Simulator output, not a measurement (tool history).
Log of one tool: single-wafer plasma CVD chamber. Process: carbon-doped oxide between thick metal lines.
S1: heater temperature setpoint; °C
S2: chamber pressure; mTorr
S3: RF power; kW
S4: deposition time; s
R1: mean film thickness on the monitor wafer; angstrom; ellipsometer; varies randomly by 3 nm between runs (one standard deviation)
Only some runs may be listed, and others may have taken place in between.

run	hour	S1	S2	S3	S4	R1
1	0.0	340	4180	0.585	188	9833.4
2	7.6	340	3460	0.585	188	9489.9
3	10.5	338	3730	0.590	188	9697.3
4	16.5	336	3980	0.595	188	9879.8
5	20.3	346	3980	0.595	188	9699.7
6	28.5	346	4590	0.595	188	9871.6
7	34.6	344	4780	0.600	188	10079.0
8	42.3	342	4930	0.605	188	10175.0

Expected results for the next run?
9	49.7	342	4930	0.605	188	?

R1: 10209.0 angstrom
